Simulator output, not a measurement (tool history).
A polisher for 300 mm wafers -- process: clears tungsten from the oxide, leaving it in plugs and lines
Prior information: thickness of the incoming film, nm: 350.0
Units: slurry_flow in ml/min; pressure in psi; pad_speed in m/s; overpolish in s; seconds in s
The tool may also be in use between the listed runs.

run,day,slurry_flow,pressure,pad_speed,slurry_solids,overpolish,seconds
1,0.000,155,2.4,1.08,1.0,6,120.05
2,0.088,150,2.2,1.08,1.0,6,130.32
3,0.179,150,2.1,1.08,1.0,6,137.57
4,0.404,150,2.4,1.08,1.0,6,120.96
5,0.662,150,2.4,1.08,1.0,6,122.75
6,0.979,150,2.4,1.26,1.0,6,103.61
7,1.188,140,1.8,1.24,1.0,6,142.85

Expected results for the next run?
8,1.383,135,1.8,1.24,1.0,6,?

{"run 8": {"seconds": 145.11}}
